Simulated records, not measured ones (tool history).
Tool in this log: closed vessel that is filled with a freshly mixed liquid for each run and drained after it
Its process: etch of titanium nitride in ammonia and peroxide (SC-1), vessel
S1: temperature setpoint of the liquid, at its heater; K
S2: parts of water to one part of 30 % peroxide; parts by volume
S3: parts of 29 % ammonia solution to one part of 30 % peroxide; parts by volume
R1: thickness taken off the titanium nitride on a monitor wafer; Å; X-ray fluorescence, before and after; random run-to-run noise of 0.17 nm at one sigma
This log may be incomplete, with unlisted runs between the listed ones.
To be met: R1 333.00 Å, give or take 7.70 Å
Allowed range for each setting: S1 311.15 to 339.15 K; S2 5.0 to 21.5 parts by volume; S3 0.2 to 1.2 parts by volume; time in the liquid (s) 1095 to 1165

{"run": 1, "hour": 0.0, "S1": 323.15, "S2": 12.0, "S3": 0.7, "time in the liquid (s)": 1095, "R1": 532.54}
{"run": 2, "hour": 6.4, "S1": 323.15, "S2": 12.0, "S3": 0.7, "time in the liquid (s)": 1095, "R1": 531.92}
{"run": 3, "hour": 8.0, "S1": 323.15, "S2": 12.0, "S3": 0.7, "time in the liquid (s)": 1165, "R1": 562.0}
{"run": 4, "hour": 12.9, "S1": 321.65, "S2": 12.0, "S3": 0.7, "time in the liquid (s)": 1165, "R1": 512.12}
{"run": 5, "hour": 14.0, "S1": 321.65, "S2": 9.0, "S3": 0.7, "time in the liquid (s)": 1165, "R1": 592.11}
{"run": 6, "hour": 19.3, "S1": 327.15, "S2": 9.0, "S3": 0.7, "time in the liquid (s)": 1165, "R1": 868.5}
{"run": 7, "hour": 20.3, "S1": 319.15, "S2": 9.0, "S3": 0.7, "time in the liquid (s)": 1165, "R1": 498.37}
{"run": 8, "hour": 24.3, "S1": 317.65, "S2": 9.0, "S3": 0.7, "time in the liquid (s)": 1165, "R1": 444.41}
{"run": 9, "hour": 27.0, "S1": 316.65, "S2": 9.0, "S3": 0.7, "time in the liquid (s)": 1165, "R1": 409.87}
{"run": 10, "hour": 34.0, "S1": 316.15, "S2": 9.0, "S3": 0.7, "time in the liquid (s)": 1165, "R1": 398.32}
{"run": 11, "hour": 39.9, "S1": 315.65, "S2": 9.0, "S3": 0.7, "time in the liquid (s)": 1165, "R1": 382.98}
{"run": 12, "hour": 44.0, "S1": 315.15, "S2": 9.0, "S3": 0.7, "time in the liquid (s)": 1165, "R1": 370.0}
{"run": 13, "hour": 47.4, "S1": 313.15, "S2": 9.0, "S3": 0.7, "time in the liquid (s)": 1165, "R1": 322.46}

Exercise: of the 4 proposed moves below, exactly one satisfies all targets within the stated allowed misses. Which move is it?
{"run": "A", "hour": 50.8, "S1": 314.15, "S2": 9.5, "S3": 0.6, "time in the liquid (s)": 1105, "R1": "?"}
{"run": "B", "hour": 50.8, "S1": 314.15, "S2": 11.0, "S3": 0.8, "time in the liquid (s)": 1150, "R1": "?"}
{"run": "C", "hour": 50.8, "S1": 312.65, "S2": 8.0, "S3": 0.8, "time in the liquid (s)": 1155, "R1": "?"}
{"run": "D", "hour": 50.8, "S1": 312.65, "S2": 9.0, "S3": 0.6, "time in the liquid (s)": 1165, "R1": "?"}

move=A R1=308.76
move=B R1=312.47
move=C R1=329.63
move=D R1=299.46
A: the biggest miss grows against the last run
B: the biggest miss grows against the last run
C: all results land within tolerance of their targets
D: the biggest miss grows against the last run
Move C is the one to make.
